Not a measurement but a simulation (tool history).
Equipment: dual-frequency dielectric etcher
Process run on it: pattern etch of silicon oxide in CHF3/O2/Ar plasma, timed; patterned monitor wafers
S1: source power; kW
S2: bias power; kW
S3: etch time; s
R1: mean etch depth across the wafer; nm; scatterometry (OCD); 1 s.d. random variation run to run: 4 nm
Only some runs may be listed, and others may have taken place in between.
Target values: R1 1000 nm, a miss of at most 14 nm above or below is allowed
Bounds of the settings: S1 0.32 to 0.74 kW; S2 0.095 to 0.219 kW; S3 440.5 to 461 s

| run | hour | S1 | S2 | S3 | R1 |
|---|---|---|---|---|---|
| 1 | 0 | 0.53 | 0.157 | 440.5 | 879.59 |
| 2 | 3.6 | 0.53 | 0.169 | 440.5 | 898.27 |
| 3 | 4.9 | 0.5 | 0.169 | 440.5 | 881.09 |
| 4 | 12.7 | 0.54 | 0.171 | 440.5 | 902.9 |
| 5 | 20.1 | 0.54 | 0.152 | 440.5 | 875.3 |
| 6 | 23.5 | 0.63 | 0.152 | 440.5 | 918.38 |
| 7 | 29.5 | 0.65 | 0.156 | 441 | 935.57 |
| 8 | 31.6 | 0.67 | 0.159 | 441.5 | 950.69 |
| 9 | 37.1 | 0.69 | 0.162 | 442 | 972.95 |
| 10 | 38 | 0.7 | 0.163 | 442 | 972.74 |

Which single option among these 4 for the next run brings every result within its allowed miss of target? Just one does.
| A | 38.9 | 0.55 | 0.177 | 445 | ? |
| B | 38.9 | 0.72 | 0.165 | 446 | ? |
| C | 38.9 | 0.7 | 0.143 | 453.5 | ? |
| D | 38.9 | 0.74 | 0.147 | 445 | ? |

| move | R1 |
|---|---|
| A | 923.6 |
| B | 989.1 |
| C | 954.9 |
| D | 962.4 |
A: moves away from the targets compared with the last run
B: all results in spec
C: moves away from the targets compared with the last run
D: moves away from the targets compared with the last run
Answer: B

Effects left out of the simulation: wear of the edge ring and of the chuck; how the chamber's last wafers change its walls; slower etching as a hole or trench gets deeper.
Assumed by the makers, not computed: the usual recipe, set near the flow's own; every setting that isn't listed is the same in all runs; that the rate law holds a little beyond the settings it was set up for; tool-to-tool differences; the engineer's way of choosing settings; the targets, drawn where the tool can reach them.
